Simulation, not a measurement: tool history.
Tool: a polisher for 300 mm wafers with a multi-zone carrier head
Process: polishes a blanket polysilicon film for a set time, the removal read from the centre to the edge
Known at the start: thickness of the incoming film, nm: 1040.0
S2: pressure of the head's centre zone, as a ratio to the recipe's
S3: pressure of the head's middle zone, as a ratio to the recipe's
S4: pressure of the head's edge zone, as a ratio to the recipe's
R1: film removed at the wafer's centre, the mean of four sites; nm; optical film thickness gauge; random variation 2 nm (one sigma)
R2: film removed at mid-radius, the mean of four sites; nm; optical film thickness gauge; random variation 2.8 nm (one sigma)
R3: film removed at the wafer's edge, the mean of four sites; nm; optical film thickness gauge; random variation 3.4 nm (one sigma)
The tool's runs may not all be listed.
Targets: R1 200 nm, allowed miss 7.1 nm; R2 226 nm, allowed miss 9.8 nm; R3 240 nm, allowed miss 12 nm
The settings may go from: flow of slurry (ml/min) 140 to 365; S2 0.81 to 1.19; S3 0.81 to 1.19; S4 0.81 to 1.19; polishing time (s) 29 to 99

{"run": 1, "hour": 0.0, "flow of slurry (ml/min)": 235, "S2": 1, "S3": 1, "S4": 1, "polishing time (s)": 64, "R1": 287.32, "R2": 289.31, "R3": 298.98}
{"run": 2, "hour": 1.3, "flow of slurry (ml/min)": 230, "S2": 0.98, "S3": 0.99, "S4": 0.99, "polishing time (s)": 62, "R1": 272.63, "R2": 272.39, "R3": 275.34}
{"run": 3, "hour": 4.2, "flow of slurry (ml/min)": 230, "S2": 0.95, "S3": 0.99, "S4": 0.99, "polishing time (s)": 62, "R1": 269.01, "R2": 277.61, "R3": 288.76}
{"run": 4, "hour": 7.1, "flow of slurry (ml/min)": 195, "S2": 0.95, "S3": 0.99, "S4": 0.99, "polishing time (s)": 62, "R1": 255.31, "R2": 265.36, "R3": 282.63}
{"run": 5, "hour": 11.6, "flow of slurry (ml/min)": 190, "S2": 0.93, "S3": 0.99, "S4": 0.98, "polishing time (s)": 61, "R1": 248.7, "R2": 264.55, "R3": 267.38}
{"run": 6, "hour": 18.3, "flow of slurry (ml/min)": 190, "S2": 0.93, "S3": 0.99, "S4": 0.93, "polishing time (s)": 61, "R1": 242.34, "R2": 261.45, "R3": 271.22}
{"run": 7, "hour": 21.2, "flow of slurry (ml/min)": 190, "S2": 0.93, "S3": 0.99, "S4": 0.93, "polishing time (s)": 61, "R1": 250.36, "R2": 262.17, "R3": 271.2}
{"run": 8, "hour": 25.8, "flow of slurry (ml/min)": 185, "S2": 0.92, "S3": 0.99, "S4": 0.93, "polishing time (s)": 60, "R1": 244.29, "R2": 262.9, "R3": 255.72}
{"run": 9, "hour": 31.5, "flow of slurry (ml/min)": 180, "S2": 0.91, "S3": 0.98, "S4": 0.95, "polishing time (s)": 59, "R1": 232.19, "R2": 245.91, "R3": 255.9}
{"run": 10, "hour": 38.4, "flow of slurry (ml/min)": 175, "S2": 0.9, "S3": 0.98, "S4": 0.95, "polishing time (s)": 59, "R1": 233.53, "R2": 243.89, "R3": 255.67}
{"run": 11, "hour": 39.3, "flow of slurry (ml/min)": 170, "S2": 0.89, "S3": 0.99, "S4": 0.96, "polishing time (s)": 58, "R1": 223.52, "R2": 247.15, "R3": 251.4}
{"run": 12, "hour": 39.8, "flow of slurry (ml/min)": 165, "S2": 0.88, "S3": 0.98, "S4": 0.96, "polishing time (s)": 58, "R1": 222.21, "R2": 240.5, "R3": 250.23}
{"run": 13, "hour": 48.4, "flow of slurry (ml/min)": 160, "S2": 0.87, "S3": 0.98, "S4": 0.96, "polishing time (s)": 58, "R1": 211.71, "R2": 241.6, "R3": 245.19}

Which of these 4 next moves meets every target?
{"run": "A", "hour": 57.0, "flow of slurry (ml/min)": 205, "S2": 0.83, "S3": 1.09, "S4": 1.04, "polishing time (s)": 55, "R1": "?", "R2": "?", "R3": "?"}
{"run": "B", "hour": 57.0, "flow of slurry (ml/min)": 140, "S2": 0.93, "S3": 0.86, "S4": 0.9, "polishing time (s)": 58, "R1": "?", "R2": "?", "R3": "?"}
{"run": "C", "hour": 57.0, "flow of slurry (ml/min)": 165, "S2": 0.85, "S3": 0.98, "S4": 1.01, "polishing time (s)": 54, "R1": "?", "R2": "?", "R3": "?"}
{"run": "D", "hour": 57.0, "flow of slurry (ml/min)": 150, "S2": 0.95, "S3": 0.92, "S4": 1.01, "polishing time (s)": 57, "R1": "?", "R2": "?", "R3": "?"}

move=A R1=208.23 R2=245.58 R3=245.98
move=B R1=219.88 R2=211.82 R3=229.4
move=C R1=199.14 R2=218.9 R3=231.49
move=D R1=224.11 R2=218.91 R3=240.81
A: further off than the last run
B: further off than the last run
C: meets every target
D: further off than the last run
The right move is C.

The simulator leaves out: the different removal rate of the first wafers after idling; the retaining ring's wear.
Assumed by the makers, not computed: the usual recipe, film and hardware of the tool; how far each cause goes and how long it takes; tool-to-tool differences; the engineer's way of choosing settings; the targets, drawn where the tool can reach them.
